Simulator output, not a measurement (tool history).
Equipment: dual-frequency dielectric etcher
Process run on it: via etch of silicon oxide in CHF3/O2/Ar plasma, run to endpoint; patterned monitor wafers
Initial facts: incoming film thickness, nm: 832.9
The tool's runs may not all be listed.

run 1 hour=0 | source_power_(kW)=0.54 bias_power_(kW)=0.208 | endpoint_time_(s)=404.95
run 2 hour=6.1 | source_power_(kW)=0.54 bias_power_(kW)=0.182 | endpoint_time_(s)=430.24
run 3 hour=11.1 | source_power_(kW)=0.56 bias_power_(kW)=0.187 | endpoint_time_(s)=423.3
run 4 hour=14 | source_power_(kW)=0.63 bias_power_(kW)=0.187 | endpoint_time_(s)=408.16
run 5 hour=15 | source_power_(kW)=0.63 bias_power_(kW)=0.167 | endpoint_time_(s)=427.77
run 6 hour=21.9 | source_power_(kW)=0.64 bias_power_(kW)=0.175 | endpoint_time_(s)=421.19
run 7 hour=24.9 | source_power_(kW)=0.65 bias_power_(kW)=0.183 | endpoint_time_(s)=410.63

What does the tool deliver on the next run?
run 8 hour=33.3 | source_power_(kW)=0.66 bias_power_(kW)=0.19 | endpoint_time_(s)=?

endpoint time (s): 398.14
